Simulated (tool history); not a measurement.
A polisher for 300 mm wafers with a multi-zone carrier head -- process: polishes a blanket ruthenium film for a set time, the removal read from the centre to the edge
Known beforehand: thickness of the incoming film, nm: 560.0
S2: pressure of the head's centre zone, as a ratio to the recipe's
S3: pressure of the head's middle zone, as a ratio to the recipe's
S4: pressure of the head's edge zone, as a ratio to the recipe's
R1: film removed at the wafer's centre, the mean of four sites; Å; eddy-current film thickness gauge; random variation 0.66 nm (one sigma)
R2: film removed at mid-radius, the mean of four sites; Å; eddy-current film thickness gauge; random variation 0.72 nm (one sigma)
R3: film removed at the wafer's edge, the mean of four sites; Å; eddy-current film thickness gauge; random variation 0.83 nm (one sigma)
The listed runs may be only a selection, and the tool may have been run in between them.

{"run": 1, "hour": 0.0, "flow of slurry (ml/min)": 125, "S2": 1.0, "S3": 1.0, "S4": 1.0, "polishing time (s)": 66, "R1": 956.07, "R2": 963.87, "R3": 942.37}
{"run": 2, "hour": 4.8, "flow of slurry (ml/min)": 95, "S2": 1.0, "S3": 1.0, "S4": 1.0, "polishing time (s)": 66, "R1": 898.68, "R2": 913.6, "R3": 917.17}
{"run": 3, "hour": 6.4, "flow of slurry (ml/min)": 105, "S2": 1.0, "S3": 0.99, "S4": 1.04, "polishing time (s)": 66, "R1": 928.8, "R2": 921.27, "R3": 946.51}
{"run": 4, "hour": 7.9, "flow of slurry (ml/min)": 125, "S2": 1.0, "S3": 0.99, "S4": 1.04, "polishing time (s)": 66, "R1": 959.5, "R2": 954.15, "R3": 958.23}
{"run": 5, "hour": 11.7, "flow of slurry (ml/min)": 125, "S2": 1.0, "S3": 0.99, "S4": 0.98, "polishing time (s)": 66, "R1": 960.81, "R2": 938.7, "R3": 939.36}
{"run": 6, "hour": 13.6, "flow of slurry (ml/min)": 130, "S2": 0.99, "S3": 0.98, "S4": 1.02, "polishing time (s)": 67, "R1": 971.13, "R2": 968.4, "R3": 982.0}
{"run": 7, "hour": 21.6, "flow of slurry (ml/min)": 135, "S2": 0.99, "S3": 0.97, "S4": 1.04, "polishing time (s)": 67, "R1": 981.23, "R2": 967.5, "R3": 993.51}

Run 8, settings as shown, results not yet in. Your forecast:
{"run": 8, "hour": 25.4, "flow of slurry (ml/min)": 140, "S2": 0.99, "S3": 0.96, "S4": 1.06, "polishing time (s)": 67, "R1": "?", "R2": "?", "R3": "?"}

R1: 986.43 Å
R2: 956.21 Å
R3: 995.89 Å

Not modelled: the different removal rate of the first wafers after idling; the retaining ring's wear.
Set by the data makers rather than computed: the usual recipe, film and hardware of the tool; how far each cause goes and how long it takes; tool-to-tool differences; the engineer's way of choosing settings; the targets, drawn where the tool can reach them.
